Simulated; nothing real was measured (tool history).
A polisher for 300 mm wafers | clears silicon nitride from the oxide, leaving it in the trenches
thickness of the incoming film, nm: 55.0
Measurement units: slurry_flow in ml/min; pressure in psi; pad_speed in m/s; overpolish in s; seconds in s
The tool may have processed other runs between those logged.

run  hour  slurry_flow  pressure  pad_speed  overpolish  seconds
  1   0.0          160       1.8       1.18          34   87.694
  2   7.0          135       1.8       1.18          34   92.396
  3   7.9          160       1.9       1.18          34   84.158
  4  11.3          140       1.9       1.18          34   86.039
  5  12.4          140       1.9       1.18          37   85.612
  6  19.8          140       1.7       1.18          37   95.014
  7  26.6          160       1.9       1.18          37   83.628

Run 8 is up next; what results do you expect?
     32.3  -- worn pad replaced by a new one
  8  32.3          175       2.0       1.18          37        ?

{"run 8": {"seconds": 72.05}}

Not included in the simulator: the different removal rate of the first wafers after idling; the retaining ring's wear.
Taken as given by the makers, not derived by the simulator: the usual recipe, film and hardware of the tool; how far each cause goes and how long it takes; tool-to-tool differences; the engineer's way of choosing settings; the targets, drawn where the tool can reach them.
